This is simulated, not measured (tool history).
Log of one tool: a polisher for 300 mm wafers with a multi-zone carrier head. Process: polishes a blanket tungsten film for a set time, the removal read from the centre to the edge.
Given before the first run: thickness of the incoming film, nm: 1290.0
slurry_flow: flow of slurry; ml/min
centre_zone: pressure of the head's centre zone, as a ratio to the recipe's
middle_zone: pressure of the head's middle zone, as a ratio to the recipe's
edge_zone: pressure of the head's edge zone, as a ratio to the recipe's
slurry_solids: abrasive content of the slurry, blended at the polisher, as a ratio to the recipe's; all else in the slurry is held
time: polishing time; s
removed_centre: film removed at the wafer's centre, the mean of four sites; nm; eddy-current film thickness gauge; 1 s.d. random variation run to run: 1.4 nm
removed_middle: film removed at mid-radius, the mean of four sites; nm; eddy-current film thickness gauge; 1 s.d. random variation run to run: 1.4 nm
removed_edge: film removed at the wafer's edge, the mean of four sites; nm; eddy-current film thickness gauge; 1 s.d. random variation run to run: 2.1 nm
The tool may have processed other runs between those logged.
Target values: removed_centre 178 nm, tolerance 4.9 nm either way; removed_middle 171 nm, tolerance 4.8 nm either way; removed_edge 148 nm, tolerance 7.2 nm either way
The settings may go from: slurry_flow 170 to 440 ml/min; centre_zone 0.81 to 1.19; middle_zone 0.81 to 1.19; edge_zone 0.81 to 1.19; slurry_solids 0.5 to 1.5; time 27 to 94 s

| run | day | slurry_flow | centre_zone | middle_zone | edge_zone | slurry_solids | time | removed_centre | removed_middle | removed_edge |
|---|---|---|---|---|---|---|---|---|---|---|
| 1 | 0 | 280 | 1 | 1 | 1 | 1 | 60 | 179.27 | 174.23 | 178.67 |
| 2 | 0.058 | 280 | 1 | 1 | 1 | 1 | 53 | 156.96 | 157.87 | 159.47 |
| 3 | 0.079 | 295 | 1.02 | 1.01 | 0.98 | 1 | 53 | 163.23 | 159.39 | 158.35 |
| 4 | 0.183 | 270 | 1.02 | 1.01 | 0.98 | 1 | 53 | 160.58 | 156.31 | 155.45 |
| 5 | 0.458 | 285 | 1.03 | 1.02 | 0.96 | 1 | 53 | 164.52 | 160.26 | 160.63 |
| 6 | 0.808 | 285 | 1.03 | 0.98 | 0.96 | 1 | 53 | 161.59 | 154.88 | 153.36 |
| 7 | 0.979 | 365 | 1.07 | 1.05 | 0.86 | 0.95 | 53 | 171.91 | 162.45 | 154.71 |
| 8 | 1.238 | 360 | 1.08 | 1.07 | 0.85 | 0.95 | 53 | 172.68 | 166.71 | 151.57 |

Pick the move, out of 5, that brings all results within their allowed miss; only one does.
| A | 1.496 | 340 | 1.09 | 1.11 | 0.81 | 0.95 | 51 | ? | ? | ? |
| B | 1.496 | 370 | 1.12 | 1.12 | 0.86 | 1.25 | 49 | ? | ? | ? |
| C | 1.496 | 325 | 1.11 | 1.13 | 0.85 | 0.6 | 58 | ? | ? | ? |
| D | 1.496 | 385 | 1.11 | 1.19 | 0.92 | 0.95 | 49 | ? | ? | ? |
| E | 1.496 | 360 | 1.1 | 1.05 | 0.81 | 0.9 | 57 | ? | ? | ? |

| move | removed_centre | removed_middle | removed_edge |
|---|---|---|---|
| A | 167.13 | 164.65 | 139.53 |
| B | 179.1 | 172.85 | 148.64 |
| C | 169.67 | 166.68 | 141.88 |
| D | 165.31 | 169.49 | 142 |
| E | 186.56 | 173.66 | 154.28 |
A: the biggest miss grows against the last run
B: all results land within tolerance of their targets
C: the biggest miss grows against the last run
D: the biggest miss grows against the last run
E: the result that was furthest off in the last run now lies on the other side of its target
Answer: B

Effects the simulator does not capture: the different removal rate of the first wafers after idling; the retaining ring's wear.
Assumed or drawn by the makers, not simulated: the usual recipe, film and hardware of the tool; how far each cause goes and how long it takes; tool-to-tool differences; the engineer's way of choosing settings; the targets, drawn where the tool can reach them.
